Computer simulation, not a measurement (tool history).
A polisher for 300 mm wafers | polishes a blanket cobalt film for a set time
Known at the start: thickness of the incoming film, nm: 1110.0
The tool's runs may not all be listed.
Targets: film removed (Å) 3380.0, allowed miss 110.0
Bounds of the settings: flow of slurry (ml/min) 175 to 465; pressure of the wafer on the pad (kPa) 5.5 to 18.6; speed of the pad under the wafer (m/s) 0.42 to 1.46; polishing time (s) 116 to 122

run	day	flow of slurry (ml/min)	pressure of the wafer on the pad (kPa)	speed of the pad under the wafer (m/s)	polishing time (s)	film removed (Å)
1	0.000	295	11.7	0.94	116	4330.9
2	0.046	295	13.8	0.94	116	5088.2
3	0.412	295	13.8	0.94	122	5259.6
4	0.788	295	13.8	0.94	116	5064.1
5	1.021	295	12.4	0.94	116	4578.5
6	1.054	295	12.4	1.12	116	5312.7
7	1.362	295	11.0	1.12	116	4750.2
8	1.421	295	9.7	1.12	116	4198.9
9	1.562	295	9.0	1.12	116	3797.7
10	1.875	295	8.3	1.12	116	3577.7
# day 2.233: head pressure recalibrated
11	2.233	295	7.6	1.12	116	3020.6

5 next moves are on the table. One of them brings every result within its allowed miss. Which?
A	2.592	285	8.3	0.96	122	?
B	2.592	330	9.0	0.86	122	?
C	2.592	325	7.6	1.04	122	?
D	2.592	200	8.3	1.04	122	?
E	2.592	350	9.0	1.02	118	?

move	film removed (Å)
A	3015.3
B	3013.6
C	3001.7
D	3098.6
E	3357.0
A: as far off as the last run
B: as far off as the last run
C: further off than the last run
D: nearer than the last run, and not there yet
E: meets every target
The right move is E.
